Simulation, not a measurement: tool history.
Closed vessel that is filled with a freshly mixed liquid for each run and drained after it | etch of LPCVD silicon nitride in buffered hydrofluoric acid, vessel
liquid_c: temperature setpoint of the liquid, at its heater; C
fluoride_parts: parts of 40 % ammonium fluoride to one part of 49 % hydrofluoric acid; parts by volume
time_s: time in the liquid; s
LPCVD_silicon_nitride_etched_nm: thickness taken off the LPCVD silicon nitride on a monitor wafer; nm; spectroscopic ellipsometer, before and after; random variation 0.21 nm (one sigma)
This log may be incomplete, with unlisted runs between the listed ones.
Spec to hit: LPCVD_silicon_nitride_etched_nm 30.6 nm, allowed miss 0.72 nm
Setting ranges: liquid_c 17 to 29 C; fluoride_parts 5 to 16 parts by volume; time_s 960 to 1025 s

run	day	liquid_c	fluoride_parts	time_s	LPCVD_silicon_nitride_etched_nm
1	0	21	9.5	960	11.789
2	0.183	23	8.5	975	14.664
3	0.567	23	8.5	960	14.402
4	0.821	23	8.5	1025	15.518
5	0.896	23	8.5	1025	15.384
6	1.196	23	8.5	1025	15.404
7	1.246	27	5.5	1025	29.279
8	1.621	27.5	5.5	1025	29.803

Which of these 5 next moves meets every target?
A	1.996	27.5	5	980	?
B	1.996	28.5	6	1005	?
C	1.996	27.5	5.5	990	?
D	1.996	26	5	985	?
E	1.996	27	5.5	1020	?

move	LPCVD_silicon_nitride_etched_nm
A	30.411
B	28.191
C	28.348
D	28.215
E	28.44
A: in spec on every target
B: lands further from the targets than the last run did
C: lands further from the targets than the last run did
D: lands further from the targets than the last run did
E: lands further from the targets than the last run did
The move that meets every target is A.

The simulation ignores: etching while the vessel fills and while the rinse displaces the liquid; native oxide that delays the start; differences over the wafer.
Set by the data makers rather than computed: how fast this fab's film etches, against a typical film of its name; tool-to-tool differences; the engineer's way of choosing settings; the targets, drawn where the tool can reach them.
